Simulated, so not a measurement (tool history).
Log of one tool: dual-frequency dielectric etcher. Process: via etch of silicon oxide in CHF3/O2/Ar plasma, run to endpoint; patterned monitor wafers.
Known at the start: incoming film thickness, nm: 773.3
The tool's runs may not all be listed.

Run 1, hour 0: source power (W) 900, bias power (W) 156. Result: endpoint time (s) 334.35.
Run 2, hour 8.8: source power (W) 870, bias power (W) 154. Result: endpoint time (s) 340.48.
Run 3, hour 14.4: source power (W) 840, bias power (W) 153. Result: endpoint time (s) 345.74.
Run 4, hour 17.9: source power (W) 840, bias power (W) 165. Result: endpoint time (s) 341.02.
Run 5, hour 22.1: source power (W) 820, bias power (W) 164. Result: endpoint time (s) 343.68.
Run 6, hour 29.9: source power (W) 960, bias power (W) 164. Result: endpoint time (s) 311.54.
Run 7, hour 37.4: source power (W) 920, bias power (W) 163. Result: endpoint time (s) 323.15.
Run 8, hour 40.6: source power (W) 890, bias power (W) 162. Result: endpoint time (s) 329.66.
Run 9, hour 46.2: source power (W) 860, bias power (W) 161. Result: endpoint time (s) 336.6.
Run 10, hour 47.8: source power (W) 680, bias power (W) 154. Result: endpoint time (s) 396.45.
Run 11, hour 52.1: source power (W) 700, bias power (W) 154. Result: endpoint time (s) 388.26.
Run 12, hour 61.2: source power (W) 710, bias power (W) 154. Result: endpoint time (s) 385.92.

The next listed run, before its measurement:
Run 13, hour 69.1: source power (W) 710, bias power (W) 154. Result: endpoint time (s) ?.

Run 13 gave endpoint time (s) 391.17.
